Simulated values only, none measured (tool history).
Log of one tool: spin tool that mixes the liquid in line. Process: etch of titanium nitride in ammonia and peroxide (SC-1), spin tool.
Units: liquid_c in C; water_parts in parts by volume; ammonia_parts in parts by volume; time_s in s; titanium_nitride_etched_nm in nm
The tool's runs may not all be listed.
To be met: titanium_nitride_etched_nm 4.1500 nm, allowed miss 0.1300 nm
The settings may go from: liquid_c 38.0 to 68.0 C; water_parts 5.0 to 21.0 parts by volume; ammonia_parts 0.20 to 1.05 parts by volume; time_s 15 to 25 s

run,hour,liquid_c,water_parts,ammonia_parts,time_s,titanium_nitride_etched_nm
1,0.0,52.0,11.5,0.55,25,2.7374
2,3.5,52.0,13.5,0.55,25,2.4870
3,10.3,53.0,13.5,0.55,25,2.7060
4,16.1,53.0,13.5,0.55,25,2.6475
5,21.2,53.0,13.5,0.75,25,2.7982
6,23.0,48.5,13.5,0.75,25,2.0195
7,30.8,50.0,13.5,0.75,25,2.3008
8,33.5,51.0,13.5,0.75,25,2.4422
9,40.5,52.0,13.5,0.75,25,2.6158
10,46.1,53.0,13.5,0.75,25,2.7649
11,47.6,54.0,13.5,0.75,25,3.0254

4 next moves are on the table. One of them brings every result within its allowed miss. Which?
A,49.1,60.0,14.0,0.85,25,?
B,49.1,62.0,16.5,0.70,25,?
C,49.1,60.0,15.0,0.65,25,?
D,49.1,57.0,10.0,0.95,25,?

move,titanium_nitride_etched_nm
A,4.4742
B,4.5081
C,4.1130
D,4.4516
A: takes the result that was furthest off past its target
B: takes the result that was furthest off past its target
C: meets every target
D: takes the result that was furthest off past its target
Move C is the one to make.
